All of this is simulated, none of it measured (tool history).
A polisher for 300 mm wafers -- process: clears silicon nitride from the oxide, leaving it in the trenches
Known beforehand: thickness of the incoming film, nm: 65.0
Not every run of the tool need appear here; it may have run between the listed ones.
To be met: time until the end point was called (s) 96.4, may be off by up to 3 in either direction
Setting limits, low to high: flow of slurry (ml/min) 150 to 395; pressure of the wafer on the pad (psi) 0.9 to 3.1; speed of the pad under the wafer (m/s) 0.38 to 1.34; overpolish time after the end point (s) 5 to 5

run    day  flow of slurry (ml/min)  pressure of the wafer on the pad (psi)  speed of the pad under the wafer (m/s)  overpolish time after the end point (s)  time until the end point was called (s)
  1      0                      250                                       2                                    0.86                                        5                                   112.94
  2  0.183                      250                                     1.8                                    0.86                                        5                                   127.92
  3  0.229                      250                                     1.8                                    0.86                                        5                                   126.09
  4    0.4                      250                                     1.8                                    0.86                                        5                                   126.26
  5  0.721                      250                                     1.8                                    1.02                                        5                                   109.62
  6  0.783                      255                                     1.9                                    1.02                                        5                                    101.1
  7  0.988                      260                                     1.9                                    1.02                                        5                                   100.41
  8  1.038                      265                                     1.9                                    1.02                                        5                                   101.58

Which single option among these 5 for the next run brings every result within its allowed miss of target? Just one does.
  A  1.088                      255                                     2.1                                    0.84                                        5                                        ?
  B  1.088                      225                                       2                                    0.94                                        5                                        ?
  C  1.088                      335                                     1.8                                    1.04                                        5                                        ?
  D  1.088                      315                                     1.8                                    1.06                                        5                                        ?
  E  1.088                      245                                     2.1                                    0.98                                        5                                        ?

move  time until the end point was called (s)
   A                                   110.74
   B                                   105.61
   C                                    101.8
   D                                   100.45
   E                                   95.757
A: misses by more than the last run did
B: misses by more than the last run did
C: as far off as the last run
D: nearer the targets than the last run, but a result is still out of spec
E: all results in spec
The move that meets every target is E.

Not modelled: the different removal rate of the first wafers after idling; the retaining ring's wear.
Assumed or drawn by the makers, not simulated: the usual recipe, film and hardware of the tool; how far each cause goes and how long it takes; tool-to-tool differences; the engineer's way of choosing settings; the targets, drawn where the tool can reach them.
